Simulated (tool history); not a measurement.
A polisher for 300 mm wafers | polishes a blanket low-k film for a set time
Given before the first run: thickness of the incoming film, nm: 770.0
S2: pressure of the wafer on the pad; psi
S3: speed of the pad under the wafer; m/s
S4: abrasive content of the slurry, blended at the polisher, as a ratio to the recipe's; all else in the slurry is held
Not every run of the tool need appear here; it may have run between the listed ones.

run 1 hour=0.0 | flow_of_slurry_(ml/min)=235 S2=1.9 S3=1.16 S4=1.0 polishing_time_(s)=50 | film_removed_(angstrom)=213.92
run 2 hour=0.5 | flow_of_slurry_(ml/min)=235 S2=2.0 S3=1.16 S4=1.0 polishing_time_(s)=50 | film_removed_(angstrom)=216.53
run 3 hour=4.9 | flow_of_slurry_(ml/min)=235 S2=2.1 S3=1.16 S4=1.0 polishing_time_(s)=50 | film_removed_(angstrom)=231.88
run 4 hour=12.6 | flow_of_slurry_(ml/min)=235 S2=2.2 S3=1.16 S4=1.0 polishing_time_(s)=50 | film_removed_(angstrom)=240.27
run 5 hour=20.2 | flow_of_slurry_(ml/min)=235 S2=1.9 S3=1.16 S4=1.0 polishing_time_(s)=50 | film_removed_(angstrom)=208.66
run 6 hour=28.7 | flow_of_slurry_(ml/min)=265 S2=1.9 S3=1.16 S4=1.0 polishing_time_(s)=50 | film_removed_(angstrom)=213.36
run 7 hour=33.5 | flow_of_slurry_(ml/min)=265 S2=2.0 S3=1.16 S4=1.0 polishing_time_(s)=50 | film_removed_(angstrom)=223.15

Run 8 has not been measured yet. What should we expect?
run 8 hour=38.5 | flow_of_slurry_(ml/min)=265 S2=2.2 S3=1.16 S4=1.0 polishing_time_(s)=50 | film_removed_(angstrom)=?

For run 8 the tool returned film removed (angstrom) 241.04.
